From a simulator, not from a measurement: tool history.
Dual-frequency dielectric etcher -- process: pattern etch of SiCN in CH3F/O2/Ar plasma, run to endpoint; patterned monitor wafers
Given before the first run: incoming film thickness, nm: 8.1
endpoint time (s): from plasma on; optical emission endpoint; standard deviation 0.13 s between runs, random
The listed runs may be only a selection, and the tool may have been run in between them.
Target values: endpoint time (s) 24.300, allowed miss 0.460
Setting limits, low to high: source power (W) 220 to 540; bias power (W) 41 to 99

run,day,source power (W),bias power (W),endpoint time (s)
1,0.000,380,70,21.816
2,0.062,440,70,20.271
3,0.133,410,70,20.891
4,0.196,470,70,19.649
5,0.354,420,68,20.812
6,0.467,380,67,22.213
7,0.754,380,67,22.055
8,0.954,360,66,23.153
9,0.992,360,66,22.957
10,1.246,350,66,23.254
11,1.283,340,66,23.786

Which single option among these 5 for the next run brings every result within its allowed miss of target? Just one does.
A,1.321,340,69,?
B,1.321,310,76,?
C,1.321,390,60,?
D,1.321,320,62,?
E,1.321,360,60,?

move,endpoint time (s)
A,23.130
B,23.070
C,23.251
D,25.382
E,24.252
A: the biggest miss grows against the last run
B: the biggest miss grows against the last run
C: the biggest miss grows against the last run
D: pushes the last run's worst result past its target
E: every result lands within tolerance
The right move is E.
